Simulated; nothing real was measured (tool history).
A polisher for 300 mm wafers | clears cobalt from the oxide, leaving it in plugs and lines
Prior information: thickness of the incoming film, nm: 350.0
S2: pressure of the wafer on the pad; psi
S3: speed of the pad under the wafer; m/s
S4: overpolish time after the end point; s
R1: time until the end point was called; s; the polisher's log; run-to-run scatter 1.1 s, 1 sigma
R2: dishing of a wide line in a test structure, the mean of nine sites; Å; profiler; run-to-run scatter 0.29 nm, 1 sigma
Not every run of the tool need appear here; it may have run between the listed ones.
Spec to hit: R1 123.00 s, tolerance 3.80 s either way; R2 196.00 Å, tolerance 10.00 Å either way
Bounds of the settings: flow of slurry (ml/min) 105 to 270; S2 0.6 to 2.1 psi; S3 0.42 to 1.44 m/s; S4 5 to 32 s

Run 1, hour 0.0: flow of slurry (ml/min) 175, S2 1.3 psi, S3 0.92 m/s, S4 16 s. Result: R1 118.69 s, R2 290.93 Å.
Run 2, hour 5.5: flow of slurry (ml/min) 175, S2 1.3 psi, S3 0.92 m/s, S4 13 s. Result: R1 118.04 s, R2 261.15 Å.
Run 3, hour 7.2: flow of slurry (ml/min) 175, S2 1.3 psi, S3 0.82 m/s, S4 13 s. Result: R1 127.21 s, R2 249.37 Å.
Run 4, hour 11.9: flow of slurry (ml/min) 175, S2 1.3 psi, S3 0.82 m/s, S4 11 s. Result: R1 125.73 s, R2 218.95 Å.
Run 5, hour 13.7: flow of slurry (ml/min) 175, S2 1.3 psi, S3 0.82 m/s, S4 5 s. Result: R1 127.96 s, R2 118.05 Å.
Run 6, hour 17.8: flow of slurry (ml/min) 175, S2 1.3 psi, S3 0.82 m/s, S4 10 s. Result: R1 128.35 s, R2 205.01 Å.
Run 7, hour 21.7: flow of slurry (ml/min) 180, S2 1.3 psi, S3 0.84 m/s, S4 10 s. Result: R1 123.81 s, R2 209.75 Å.
Run 8, hour 27.7: flow of slurry (ml/min) 175, S2 1.3 psi, S3 0.84 m/s, S4 10 s. Result: R1 125.47 s, R2 209.10 Å.

Exactly one of the 5 candidate moves below puts every result within its allowed miss. Which one?
Run A, hour 33.7: flow of slurry (ml/min) 220, S2 1.5 psi, S3 0.62 m/s, S4 12 s. Result: R1 ?, R2 ?.
Run B, hour 33.7: flow of slurry (ml/min) 165, S2 1.3 psi, S3 0.78 m/s, S4 11 s. Result: R1 ?, R2 ?.
Run C, hour 33.7: flow of slurry (ml/min) 170, S2 1.4 psi, S3 0.76 m/s, S4 9 s. Result: R1 ?, R2 ?.
Run D, hour 33.7: flow of slurry (ml/min) 135, S2 1.3 psi, S3 0.80 m/s, S4 11 s. Result: R1 ?, R2 ?.
Run E, hour 33.7: flow of slurry (ml/min) 175, S2 1.3 psi, S3 0.82 m/s, S4 12 s. Result: R1 ?, R2 ?.

move      R1      R2
   A  128.75  232.40
   B  132.49  214.55
   C  124.94  193.49
   D  132.88  214.07
   E  127.71  233.62
A: its largest miss is bigger than the last run's
B: its largest miss is bigger than the last run's
C: meets every target
D: its largest miss is bigger than the last run's
E: its largest miss is bigger than the last run's
Answer: C
